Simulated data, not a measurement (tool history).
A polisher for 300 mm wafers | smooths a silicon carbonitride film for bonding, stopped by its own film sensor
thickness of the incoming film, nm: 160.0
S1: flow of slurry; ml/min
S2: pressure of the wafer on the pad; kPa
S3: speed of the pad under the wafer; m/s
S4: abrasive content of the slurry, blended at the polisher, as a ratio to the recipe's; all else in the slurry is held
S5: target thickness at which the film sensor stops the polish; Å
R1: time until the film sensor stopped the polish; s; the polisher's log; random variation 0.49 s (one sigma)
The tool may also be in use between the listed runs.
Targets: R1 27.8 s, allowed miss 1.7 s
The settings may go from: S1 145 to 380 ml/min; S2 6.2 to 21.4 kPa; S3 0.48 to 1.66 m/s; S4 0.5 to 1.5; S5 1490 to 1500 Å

run  hour   S1    S2    S3   S4    S5      R1
  1     0  245  13.8  1.06    1  1490  37.392
  2   4.8  245  13.8  1.06  0.9  1490  40.368
  3   5.8  245  15.2  1.08  0.9  1490  36.073
  4   8.1  225  15.2  1.08  0.9  1490  36.565
  5    13  225  15.2   0.9  0.9  1490  40.579
  6  17.9  225  16.5  0.92  0.9  1490  36.216
  7  20.5  225  17.2  0.94  0.9  1490  35.232
  8  21.7  225  17.9  0.96  0.9  1490  32.579
  9  29.8  225  17.9  0.96  0.9  1490  34.038
 10  34.2  225  18.6  0.98  0.9  1490  31.149
 11    38  225  19.3  0.98  0.9  1490  30.806

4 next moves are on the table. One of them brings every result within its allowed miss. Which?
  A  41.8  260  17.2   0.9  0.9  1500   ?
  B  41.8  215  19.3   0.7  1.2  1490   ?
  C  41.8  225    20  0.96  0.9  1500   ?
  D  41.8  290  18.6  0.88  0.8  1490   ?

move      R1
   A  31.278
   B  31.217
   C  26.472
   D  34.582
A: further off than the last run
B: further off than the last run
C: meets every target
D: further off than the last run
Answer: C

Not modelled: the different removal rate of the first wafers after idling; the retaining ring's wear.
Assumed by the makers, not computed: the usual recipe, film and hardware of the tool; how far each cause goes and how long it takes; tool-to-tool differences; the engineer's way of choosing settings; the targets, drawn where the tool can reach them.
